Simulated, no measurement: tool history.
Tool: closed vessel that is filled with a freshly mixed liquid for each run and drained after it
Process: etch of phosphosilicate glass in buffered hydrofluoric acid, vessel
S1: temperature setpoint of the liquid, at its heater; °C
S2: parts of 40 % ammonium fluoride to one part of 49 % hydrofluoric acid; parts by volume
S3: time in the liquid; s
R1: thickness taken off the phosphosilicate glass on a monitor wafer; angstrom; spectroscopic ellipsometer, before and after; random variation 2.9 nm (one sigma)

{"run": 1, "hour": 0.0, "S1": 25.0, "S2": 16.0, "S3": 105, "R1": 2392.2}
{"run": 2, "hour": 6.8, "S1": 23.5, "S2": 16.0, "S3": 105, "R1": 2185.7}
{"run": 3, "hour": 12.4, "S1": 23.5, "S2": 16.0, "S3": 115, "R1": 2398.2}
{"run": 4, "hour": 19.7, "S1": 23.5, "S2": 16.0, "S3": 115, "R1": 2399.2}
{"run": 5, "hour": 21.6, "S1": 24.5, "S2": 16.0, "S3": 115, "R1": 2519.7}
{"run": 6, "hour": 30.8, "S1": 25.5, "S2": 16.0, "S3": 115, "R1": 2674.8}

Run 7 comes next. What will it give?
{"run": 7, "hour": 38.0, "S1": 26.5, "S2": 16.0, "S3": 115, "R1": "?"}

{"run 7": {"R1": 2825.9}}
